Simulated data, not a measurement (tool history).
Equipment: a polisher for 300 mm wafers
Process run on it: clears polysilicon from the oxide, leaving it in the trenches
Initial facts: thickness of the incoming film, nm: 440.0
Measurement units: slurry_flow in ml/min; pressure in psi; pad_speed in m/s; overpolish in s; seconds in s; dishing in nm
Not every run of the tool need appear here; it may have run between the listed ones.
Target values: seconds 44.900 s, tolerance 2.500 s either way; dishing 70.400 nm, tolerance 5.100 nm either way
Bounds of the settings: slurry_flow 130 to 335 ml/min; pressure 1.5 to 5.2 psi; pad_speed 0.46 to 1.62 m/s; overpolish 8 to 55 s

{"run": 1, "hour": 0.0, "slurry_flow": 215, "pressure": 3.3, "pad_speed": 1.04, "overpolish": 28, "seconds": 25.111, "dishing": 72.524}
{"run": 2, "hour": 7.2, "slurry_flow": 215, "pressure": 3.1, "pad_speed": 1.04, "overpolish": 28, "seconds": 27.429, "dishing": 70.159}
{"run": 3, "hour": 13.6, "slurry_flow": 215, "pressure": 3.0, "pad_speed": 1.0, "overpolish": 29, "seconds": 29.007, "dishing": 68.326}
{"run": 4, "hour": 21.0, "slurry_flow": 205, "pressure": 2.9, "pad_speed": 0.96, "overpolish": 26, "seconds": 31.606, "dishing": 73.793}
{"run": 5, "hour": 27.7, "slurry_flow": 205, "pressure": 2.8, "pad_speed": 0.96, "overpolish": 27, "seconds": 31.995, "dishing": 70.965}
{"run": 6, "hour": 35.7, "slurry_flow": 205, "pressure": 2.8, "pad_speed": 0.96, "overpolish": 18, "seconds": 31.843, "dishing": 67.009}
{"run": 7, "hour": 40.4, "slurry_flow": 200, "pressure": 2.7, "pad_speed": 0.96, "overpolish": 19, "seconds": 33.622, "dishing": 67.579}
{"run": 8, "hour": 41.4, "slurry_flow": 195, "pressure": 2.6, "pad_speed": 0.96, "overpolish": 20, "seconds": 34.533, "dishing": 70.644}
{"run": 9, "hour": 49.9, "slurry_flow": 230, "pressure": 1.7, "pad_speed": 0.9, "overpolish": 13, "seconds": 55.793, "dishing": 59.156}

Which one of the following 4 next-run settings gets every result inside its allowed miss? There is exactly one.
{"run": "A", "hour": 58.4, "slurry_flow": 190, "pressure": 2.5, "pad_speed": 0.76, "overpolish": 26, "seconds": "?", "dishing": "?"}
{"run": "B", "hour": 58.4, "slurry_flow": 200, "pressure": 1.6, "pad_speed": 0.8, "overpolish": 30, "seconds": "?", "dishing": "?"}
{"run": "C", "hour": 58.4, "slurry_flow": 210, "pressure": 1.7, "pad_speed": 0.68, "overpolish": 24, "seconds": "?", "dishing": "?"}
{"run": "D", "hour": 58.4, "slurry_flow": 230, "pressure": 1.5, "pad_speed": 0.7, "overpolish": 18, "seconds": "?", "dishing": "?"}

move=A seconds=44.996 dishing=71.259
move=B seconds=64.974 dishing=69.636
move=C seconds=71.210 dishing=65.595
move=D seconds=76.981 dishing=58.281
A: all results in spec
B: lands further from the targets than the last run did
C: lands further from the targets than the last run did
D: lands further from the targets than the last run did
So the answer is move A, the one that meets all the targets.

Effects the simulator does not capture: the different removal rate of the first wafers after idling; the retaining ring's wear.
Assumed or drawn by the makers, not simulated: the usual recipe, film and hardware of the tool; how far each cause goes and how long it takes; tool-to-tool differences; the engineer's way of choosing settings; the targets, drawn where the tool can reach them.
